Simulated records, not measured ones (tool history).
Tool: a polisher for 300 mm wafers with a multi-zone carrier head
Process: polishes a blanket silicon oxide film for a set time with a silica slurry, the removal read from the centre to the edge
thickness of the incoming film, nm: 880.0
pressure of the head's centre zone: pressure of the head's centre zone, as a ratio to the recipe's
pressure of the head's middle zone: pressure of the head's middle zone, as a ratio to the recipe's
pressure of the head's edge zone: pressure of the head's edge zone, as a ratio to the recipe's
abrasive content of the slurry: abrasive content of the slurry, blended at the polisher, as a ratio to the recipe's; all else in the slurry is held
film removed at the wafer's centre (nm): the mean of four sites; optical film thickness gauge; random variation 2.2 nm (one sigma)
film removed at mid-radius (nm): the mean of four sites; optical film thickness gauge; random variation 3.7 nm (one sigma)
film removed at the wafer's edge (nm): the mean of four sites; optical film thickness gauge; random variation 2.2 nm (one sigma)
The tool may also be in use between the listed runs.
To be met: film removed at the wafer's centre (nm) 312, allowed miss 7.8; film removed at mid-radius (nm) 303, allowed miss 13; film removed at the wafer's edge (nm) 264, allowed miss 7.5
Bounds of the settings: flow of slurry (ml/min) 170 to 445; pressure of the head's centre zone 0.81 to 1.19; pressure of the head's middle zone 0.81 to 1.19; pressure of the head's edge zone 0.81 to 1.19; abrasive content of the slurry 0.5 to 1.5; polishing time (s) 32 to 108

run	hour	flow of slurry (ml/min)	pressure of the head's centre zone	pressure of the head's middle zone	pressure of the head's edge zone	abrasive content of the slurry	polishing time (s)	film removed at the wafer's centre (nm)	film removed at mid-radius (nm)	film removed at the wafer's edge (nm)
1	0	285	1	1	1	1	70	237.83	235.24	227.08
2	4	285	1	1	1	0.85	70	212.36	213.1	208.66
3	10.9	300	1.05	1.05	1.04	0.95	70	239.88	234.37	227.89
4	14.5	310	1.08	1.09	1.03	1.05	70	265.23	254.69	239.94
5	16	320	1.09	1.12	1.03	1.1	70	270.96	264.58	241.55
6	17.5	250	1.09	1.12	1.03	1.1	70	263.77	260.49	238.6
7	20.7	270	1.11	1.14	1.03	1.15	70	278.31	268.16	247.15
8	24.2	270	1.11	1.14	1.03	1.15	70	278.13	274.99	245.47
9	30.1	285	1.12	1.16	1.04	1.2	70	291.15	284.56	254.63
10	32.5	305	1.13	1.17	1.04	1.2	70	297.37	291.15	254.09
11	39.7	315	1.13	1.17	1.05	1.2	70	294.41	288.44	255.88

Which of these 5 next moves meets every target?
A	46.9	300	1.08	1.19	1.06	1.15	74	?	?	?
B	46.9	345	1.19	1.1	1.03	1.1	75	?	?	?
C	46.9	250	1.07	1.19	1.06	1.45	67	?	?	?
D	46.9	310	1.16	1.19	1.05	1.3	70	?	?	?
E	46.9	285	1.07	1.16	1.02	1.1	73	?	?	?

move	film removed at the wafer's centre (nm)	film removed at mid-radius (nm)	film removed at the wafer's edge (nm)
A	292.68	303.03	267.31
B	324.79	286.64	264.45
C	283.35	296.85	263.21
D	315.62	303.85	266.67
E	278.19	285.29	252.28
A: further off than the last run
B: takes the result that was furthest off past its target
C: further off than the last run
D: meets every target
E: further off than the last run
Move D is the one to make.
